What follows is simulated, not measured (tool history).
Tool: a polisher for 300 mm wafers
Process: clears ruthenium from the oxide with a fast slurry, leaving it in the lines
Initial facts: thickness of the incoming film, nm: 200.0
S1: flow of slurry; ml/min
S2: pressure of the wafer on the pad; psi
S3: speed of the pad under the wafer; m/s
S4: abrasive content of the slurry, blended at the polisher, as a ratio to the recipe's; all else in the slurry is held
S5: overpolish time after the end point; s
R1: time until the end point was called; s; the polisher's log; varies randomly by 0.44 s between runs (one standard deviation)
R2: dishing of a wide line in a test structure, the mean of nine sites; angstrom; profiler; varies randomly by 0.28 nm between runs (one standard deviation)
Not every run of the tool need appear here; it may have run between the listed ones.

run	hour	S1	S2	S3	S4	S5	R1	R2
1	0	210	2	1.12	1	11	57.385	219.69
2	6.8	210	1.8	1.12	1	11	62.385	209.31
3	7.6	170	1.8	1.12	1	11	64.057	202.07
4	16.1	215	1.8	1.12	1	11	62.411	212.79
5	18.1	215	1.8	1.12	0.8	11	69.294	196.98
6	24.5	215	1.9	1.12	0.8	10	63.493	195.42
7	33.5	215	2	1.12	0.8	9	60.573	186.63
8	37.8	215	2.1	1.12	0.8	9	57.817	191.42

Run 9 has not been measured yet. What should we expect?
9	39.5	215	2.2	1.12	0.8	9	?	?

R1: 56.502 s
R2: 194.8 angstrom
